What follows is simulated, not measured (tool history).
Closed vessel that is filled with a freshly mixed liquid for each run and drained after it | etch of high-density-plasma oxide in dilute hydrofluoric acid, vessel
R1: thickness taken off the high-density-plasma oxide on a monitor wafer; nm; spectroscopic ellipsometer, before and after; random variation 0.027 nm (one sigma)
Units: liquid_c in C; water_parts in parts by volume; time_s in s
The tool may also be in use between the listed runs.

Run 1, hour 0: liquid_c 23 C, water_parts 95 parts by volume, time_s 190 s. Result: R1 10.217 nm.
Run 2, hour 6.1: liquid_c 23 C, water_parts 95 parts by volume, time_s 120 s. Result: R1 6.4342 nm.
Run 3, hour 14.5: liquid_c 22 C, water_parts 95 parts by volume, time_s 120 s. Result: R1 6.1718 nm.
Run 4, hour 16.7: liquid_c 22 C, water_parts 95 parts by volume, time_s 120 s. Result: R1 6.2053 nm.
Run 5, hour 22.7: liquid_c 22 C, water_parts 70 parts by volume, time_s 120 s. Result: R1 8.6963 nm.
Run 6, hour 28.8: liquid_c 22 C, water_parts 40 parts by volume, time_s 120 s. Result: R1 15.677 nm.
Run 7, hour 30.4: liquid_c 18 C, water_parts 80 parts by volume, time_s 120 s. Result: R1 6.3452 nm.

Forecast run 8:
Run 8, hour 38.5: liquid_c 17.5 C, water_parts 85 parts by volume, time_s 120 s. Result: R1 ?.

Run 8 gave R1 5.8238 nm.
